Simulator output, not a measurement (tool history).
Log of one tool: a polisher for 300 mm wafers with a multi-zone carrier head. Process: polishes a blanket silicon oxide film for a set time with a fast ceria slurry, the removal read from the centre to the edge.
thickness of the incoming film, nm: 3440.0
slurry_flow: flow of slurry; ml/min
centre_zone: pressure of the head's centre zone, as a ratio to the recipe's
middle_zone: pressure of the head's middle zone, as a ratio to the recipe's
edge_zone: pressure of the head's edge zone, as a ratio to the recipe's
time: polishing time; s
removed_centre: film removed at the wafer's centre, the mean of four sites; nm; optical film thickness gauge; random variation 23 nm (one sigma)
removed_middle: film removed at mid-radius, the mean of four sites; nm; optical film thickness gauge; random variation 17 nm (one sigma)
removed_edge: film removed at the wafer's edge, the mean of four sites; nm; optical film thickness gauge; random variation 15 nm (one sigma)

run 1 hour=0.0 | slurry_flow=215 centre_zone=1.00 middle_zone=1.00 edge_zone=1.00 time=62 | removed_centre=1195.0 removed_middle=1243.3 removed_edge=1184.7
run 2 hour=4.9 | slurry_flow=215 centre_zone=1.00 middle_zone=1.00 edge_zone=0.97 time=62 | removed_centre=1194.1 removed_middle=1232.7 removed_edge=1201.8
run 3 hour=10.1 | slurry_flow=220 centre_zone=1.01 middle_zone=1.00 edge_zone=0.97 time=64 | removed_centre=1233.7 removed_middle=1277.9 removed_edge=1240.1
run 4 hour=14.2 | slurry_flow=225 centre_zone=1.02 middle_zone=1.00 edge_zone=0.97 time=66 | removed_centre=1282.6 removed_middle=1329.3 removed_edge=1278.2
run 5 hour=20.9 | slurry_flow=225 centre_zone=1.03 middle_zone=0.99 edge_zone=0.97 time=67 | removed_centre=1334.0 removed_middle=1353.8 removed_edge=1279.2
run 6 hour=23.9 | slurry_flow=225 centre_zone=1.03 middle_zone=0.99 edge_zone=0.97 time=55 | removed_centre=1043.6 removed_middle=1116.5 removed_edge=1061.9
run 7 hour=29.4 | slurry_flow=220 centre_zone=1.03 middle_zone=0.99 edge_zone=0.97 time=58 | removed_centre=1136.1 removed_middle=1159.5 removed_edge=1106.6
run 8 hour=36.1 | slurry_flow=220 centre_zone=1.03 middle_zone=0.99 edge_zone=0.97 time=61 | removed_centre=1175.8 removed_middle=1226.8 removed_edge=1166.7
run 9 hour=36.7 | slurry_flow=220 centre_zone=1.03 middle_zone=0.98 edge_zone=0.97 time=63 | removed_centre=1219.9 removed_middle=1250.9 removed_edge=1190.2
run 10 hour=45.7 | slurry_flow=210 centre_zone=1.02 middle_zone=0.98 edge_zone=0.99 time=65 | removed_centre=1247.9 removed_middle=1266.4 removed_edge=1254.1
run 11 hour=50.9 | slurry_flow=210 centre_zone=1.03 middle_zone=0.98 edge_zone=0.99 time=67 | removed_centre=1286.1 removed_middle=1311.8 removed_edge=1298.0
run 12 hour=54.1 | slurry_flow=215 centre_zone=1.04 middle_zone=0.97 edge_zone=0.99 time=68 | removed_centre=1329.2 removed_middle=1354.2 removed_edge=1312.7
run 13 hour=58.9 | slurry_flow=210 centre_zone=1.05 middle_zone=0.96 edge_zone=0.99 time=69 | removed_centre=1353.7 removed_middle=1333.1 removed_edge=1310.3
run 14 hour=60.2 | slurry_flow=210 centre_zone=1.05 middle_zone=0.96 edge_zone=1.00 time=70 | removed_centre=1374.3 removed_middle=1379.3 removed_edge=1343.0
run 15 hour=61.2 | slurry_flow=210 centre_zone=1.05 middle_zone=0.95 edge_zone=1.00 time=71 | removed_centre=1405.1 removed_middle=1368.1 removed_edge=1379.3
run 16 hour=62.4 | slurry_flow=215 centre_zone=1.06 middle_zone=0.95 edge_zone=1.01 time=71 | removed_centre=1439.2 removed_middle=1385.4 removed_edge=1406.6
run 17 hour=70.4 | slurry_flow=220 centre_zone=1.06 middle_zone=0.96 edge_zone=1.01 time=71 | removed_centre=1421.2 removed_middle=1371.7 removed_edge=1367.9
run 18 hour=74.7 | slurry_flow=220 centre_zone=1.06 middle_zone=0.96 edge_zone=1.01 time=72 | removed_centre=1409.5 removed_middle=1401.5 removed_edge=1401.3

Run 19 comes next. What will it give?
run 19 hour=79.1 | slurry_flow=220 centre_zone=1.06 middle_zone=0.96 edge_zone=1.01 time=73 | removed_centre=? removed_middle=? removed_edge=?

{"run 19": {"removed_centre": 1447.4, "removed_middle": 1451.8, "removed_edge": 1400.7}}

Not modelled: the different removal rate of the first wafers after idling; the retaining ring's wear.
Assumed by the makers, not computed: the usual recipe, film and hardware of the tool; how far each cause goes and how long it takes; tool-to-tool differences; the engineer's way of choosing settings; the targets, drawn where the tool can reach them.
